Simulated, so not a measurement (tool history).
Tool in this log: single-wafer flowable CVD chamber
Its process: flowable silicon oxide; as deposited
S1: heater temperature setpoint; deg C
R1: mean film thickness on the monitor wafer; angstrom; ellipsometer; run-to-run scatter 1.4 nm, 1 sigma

{"run": 1, "hour": 0.0, "S1": 100, "chamber pressure (Pa)": 131.6, "RF power (W)": 2655, "deposition time (s)": 1190, "R1": 10201}
{"run": 2, "hour": 6.3, "S1": 102, "chamber pressure (Pa)": 131.5, "RF power (W)": 2655, "deposition time (s)": 1190, "R1": 9506.2}
{"run": 3, "hour": 9.9, "S1": 102, "chamber pressure (Pa)": 131.5, "RF power (W)": 2435, "deposition time (s)": 1190, "R1": 9318.8}
{"run": 4, "hour": 12.0, "S1": 102, "chamber pressure (Pa)": 131.5, "RF power (W)": 2435, "deposition time (s)": 1190, "R1": 9304.9}
{"run": 5, "hour": 21.0, "S1": 103, "chamber pressure (Pa)": 131.3, "RF power (W)": 2435, "deposition time (s)": 1190, "R1": 8983.9}
{"run": 6, "hour": 24.8, "S1": 103, "chamber pressure (Pa)": 131.3, "RF power (W)": 2795, "deposition time (s)": 1190, "R1": 9177.8}
{"run": 7, "hour": 30.2, "S1": 104, "chamber pressure (Pa)": 131.3, "RF power (W)": 2795, "deposition time (s)": 1190, "R1": 8859.4}
{"run": 8, "hour": 39.1, "S1": 115, "chamber pressure (Pa)": 130.8, "RF power (W)": 2795, "deposition time (s)": 1190, "R1": 6034.6}

Run 9, settings as shown, results not yet in. Your forecast:
{"run": 9, "hour": 48.2, "S1": 114, "chamber pressure (Pa)": 130.8, "RF power (W)": 2795, "deposition time (s)": 1190, "R1": "?"}

R1: 6245.6 angstrom

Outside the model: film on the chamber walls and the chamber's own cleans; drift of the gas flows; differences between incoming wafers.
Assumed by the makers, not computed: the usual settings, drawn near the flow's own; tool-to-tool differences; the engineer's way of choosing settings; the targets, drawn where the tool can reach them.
